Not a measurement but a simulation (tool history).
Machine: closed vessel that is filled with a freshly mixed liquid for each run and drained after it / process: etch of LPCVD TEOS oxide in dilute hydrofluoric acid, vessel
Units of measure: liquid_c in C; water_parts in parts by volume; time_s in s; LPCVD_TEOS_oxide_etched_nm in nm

run	hour	liquid_c	water_parts	time_s	LPCVD_TEOS_oxide_etched_nm
1	0	25	235	140	30.147
2	8.9	25	160	140	47.903
3	11.2	23.5	160	140	45.06
4	13.6	23.5	225	140	30.191
5	22.5	23.5	225	150	32.345
6	27.6	23.5	225	140	30.22
7	30.9	22.5	230	140	28.305
# hour 38.7: hydrofluoric acid flow meter replaced
8	38.7	21.5	235	140	24.7
9	39.3	21	235	140	24.175
10	44.3	20.5	235	140	23.603

The next listed run, before its measurement:
11	50.7	20	235	140	?

{"run 11": {"LPCVD_TEOS_oxide_etched_nm": 23.307}}
